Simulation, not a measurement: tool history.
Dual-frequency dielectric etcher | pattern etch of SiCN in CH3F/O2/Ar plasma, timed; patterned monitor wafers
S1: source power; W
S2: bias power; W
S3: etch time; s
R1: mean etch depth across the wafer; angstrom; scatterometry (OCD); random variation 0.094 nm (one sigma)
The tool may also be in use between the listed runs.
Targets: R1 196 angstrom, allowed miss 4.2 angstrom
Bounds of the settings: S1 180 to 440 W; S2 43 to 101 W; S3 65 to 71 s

| run | hour | S1 | S2 | S3 | R1 |
|---|---|---|---|---|---|
| 1 | 0 | 310 | 72 | 71 | 241.38 |
| 2 | 5 | 270 | 72 | 71 | 229.52 |
| 3 | 7.4 | 230 | 72 | 71 | 211.91 |
| 4 | 13.7 | 280 | 72 | 71 | 233.2 |
| 5 | 21.3 | 250 | 70 | 71 | 218.52 |
| 6 | 30 | 250 | 77 | 71 | 229.53 |
| 7 | 30.6 | 230 | 75 | 71 | 216.87 |
| 8 | 34.6 | 220 | 74 | 71 | 211.86 |
| 9 | 42.8 | 220 | 74 | 71 | 209.8 |
| 10 | 47.1 | 210 | 74 | 71 | 207.12 |
| 11 | 53 | 200 | 74 | 71 | 204.09 |

Which of these 4 next moves meets every target?
| A | 58.9 | 190 | 67 | 71 | ? |
| B | 58.9 | 230 | 76 | 69 | ? |
| C | 58.9 | 200 | 79 | 71 | ? |
| D | 58.9 | 180 | 87 | 66 | ? |

| move | R1 |
|---|---|
| A | 186.56 |
| B | 213.93 |
| C | 210.96 |
| D | 197.11 |
A: takes the result that was furthest off past its target
B: further off than the last run
C: further off than the last run
D: meets every target
Move D is the one to make.
